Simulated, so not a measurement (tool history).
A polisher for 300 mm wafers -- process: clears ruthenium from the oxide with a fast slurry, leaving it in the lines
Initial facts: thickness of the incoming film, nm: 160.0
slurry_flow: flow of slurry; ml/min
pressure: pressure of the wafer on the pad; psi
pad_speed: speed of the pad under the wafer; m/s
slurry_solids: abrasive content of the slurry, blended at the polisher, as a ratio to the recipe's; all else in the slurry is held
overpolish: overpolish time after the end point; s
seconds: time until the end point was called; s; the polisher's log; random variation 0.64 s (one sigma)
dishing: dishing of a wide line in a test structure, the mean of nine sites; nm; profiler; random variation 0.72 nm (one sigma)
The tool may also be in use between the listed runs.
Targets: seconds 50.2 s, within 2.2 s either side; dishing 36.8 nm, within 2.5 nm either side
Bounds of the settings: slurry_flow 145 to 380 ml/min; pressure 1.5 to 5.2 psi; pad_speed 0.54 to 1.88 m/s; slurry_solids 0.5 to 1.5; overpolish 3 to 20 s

{"run": 1, "hour": 0.0, "slurry_flow": 245, "pressure": 3.3, "pad_speed": 1.2, "slurry_solids": 1, "overpolish": 10, "seconds": 26.7, "dishing": 53.224}
{"run": 2, "hour": 1.3, "slurry_flow": 245, "pressure": 2.8, "pad_speed": 1.18, "slurry_solids": 1, "overpolish": 11, "seconds": 32.005, "dishing": 47.874}
{"run": 3, "hour": 4.0, "slurry_flow": 245, "pressure": 2.8, "pad_speed": 1.18, "slurry_solids": 1.15, "overpolish": 11, "seconds": 29.363, "dishing": 51.181}
{"run": 4, "hour": 8.6, "slurry_flow": 245, "pressure": 2.8, "pad_speed": 1.18, "slurry_solids": 1.15, "overpolish": 13, "seconds": 29.747, "dishing": 59.087}
{"run": 5, "hour": 11.9, "slurry_flow": 245, "pressure": 2.5, "pad_speed": 1.14, "slurry_solids": 1.15, "overpolish": 13, "seconds": 33.748, "dishing": 52.772}
{"run": 6, "hour": 15.7, "slurry_flow": 245, "pressure": 2.5, "pad_speed": 1.14, "slurry_solids": 1.15, "overpolish": 14, "seconds": 34.804, "dishing": 56.538}
{"run": 7, "hour": 18.0, "slurry_flow": 245, "pressure": 2.2, "pad_speed": 1.12, "slurry_solids": 1.15, "overpolish": 14, "seconds": 38.096, "dishing": 49.376}
{"run": 8, "hour": 24.6, "slurry_flow": 245, "pressure": 2, "pad_speed": 1.1, "slurry_solids": 1.15, "overpolish": 14, "seconds": 43.179, "dishing": 43.445}
{"run": 9, "hour": 31.7, "slurry_flow": 245, "pressure": 1.9, "pad_speed": 1.1, "slurry_solids": 1.15, "overpolish": 14, "seconds": 45.639, "dishing": 43.243}
{"run": 10, "hour": 35.3, "slurry_flow": 245, "pressure": 1.8, "pad_speed": 1.1, "slurry_solids": 1.15, "overpolish": 14, "seconds": 49.107, "dishing": 41.024}

Pick the move, out of 4, that brings all results within their allowed miss; only one does.
{"run": "A", "hour": 38.9, "slurry_flow": 240, "pressure": 1.6, "pad_speed": 1.26, "slurry_solids": 1, "overpolish": 13, "seconds": "?", "dishing": "?"}
{"run": "B", "hour": 38.9, "slurry_flow": 285, "pressure": 2.1, "pad_speed": 0.92, "slurry_solids": 1.15, "overpolish": 16, "seconds": "?", "dishing": "?"}
{"run": "C", "hour": 38.9, "slurry_flow": 205, "pressure": 2.3, "pad_speed": 0.88, "slurry_solids": 1.25, "overpolish": 15, "seconds": "?", "dishing": "?"}
{"run": "D", "hour": 38.9, "slurry_flow": 195, "pressure": 2.2, "pad_speed": 0.94, "slurry_solids": 1, "overpolish": 19, "seconds": "?", "dishing": "?"}

move=A seconds=49.722 dishing=38.005
move=B seconds=48.406 dishing=47.074
move=C seconds=45.941 dishing=46.555
move=D seconds=49.636 dishing=53.684
A: all results in spec
B: misses by more than the last run did
C: misses by more than the last run did
D: misses by more than the last run did
Go with A: it meets all targets.
